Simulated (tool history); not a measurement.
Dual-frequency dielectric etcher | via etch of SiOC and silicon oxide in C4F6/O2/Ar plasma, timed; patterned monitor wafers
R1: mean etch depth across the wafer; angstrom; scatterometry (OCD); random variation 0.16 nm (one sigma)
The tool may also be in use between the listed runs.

run 1 hour=0 | source_power_(kW)=0.49 bias_power_(kW)=0.183 etch_time_(s)=54.5 | R1=663.9
run 2 hour=2.7 | source_power_(kW)=0.49 bias_power_(kW)=0.183 etch_time_(s)=54.5 | R1=666.15
run 3 hour=7.8 | source_power_(kW)=0.49 bias_power_(kW)=0.183 etch_time_(s)=54.5 | R1=664.23
run 4 hour=12.2 | source_power_(kW)=0.49 bias_power_(kW)=0.183 etch_time_(s)=54.5 | R1=665.51
run 5 hour=19.1 | source_power_(kW)=0.41 bias_power_(kW)=0.183 etch_time_(s)=54.5 | R1=619.87
run 6 hour=25.1 | source_power_(kW)=0.46 bias_power_(kW)=0.184 etch_time_(s)=54.5 | R1=648.42
run 7 hour=32.9 | source_power_(kW)=0.49 bias_power_(kW)=0.185 etch_time_(s)=54.5 | R1=667.59

Run 8 comes next. What will it give?
run 8 hour=41.1 | source_power_(kW)=0.52 bias_power_(kW)=0.186 etch_time_(s)=54.5 | R1=?

R1: 680.68 angstrom
